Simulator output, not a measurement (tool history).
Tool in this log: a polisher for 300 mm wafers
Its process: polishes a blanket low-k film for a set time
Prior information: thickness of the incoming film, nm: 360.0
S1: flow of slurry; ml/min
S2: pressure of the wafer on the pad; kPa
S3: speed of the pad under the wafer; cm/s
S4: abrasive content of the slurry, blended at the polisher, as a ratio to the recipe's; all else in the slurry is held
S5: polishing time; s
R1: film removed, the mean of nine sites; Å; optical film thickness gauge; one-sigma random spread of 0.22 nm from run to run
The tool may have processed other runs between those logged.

run,day,S1,S2,S3,S4,S5,R1
1,0,285,12.4,88,1,49,199.88
2,0.129,285,12.4,70,1,49,172.23
3,0.288,285,13.8,70,1,49,189.73
4,0.617,285,13.8,70,1,44,172.17
5,0.8,285,15.2,74,1,44,194.95
6,0.85,250,15.2,74,1,44,193.51
7,1.138,255,15.9,76,1,44,204.2
8,1.258,255,19.3,92,1,44,282.83

Predict the results of run 9:
9,1.462,255,19.3,92,1,44,?

{"run 9": {"R1": 285.53}}
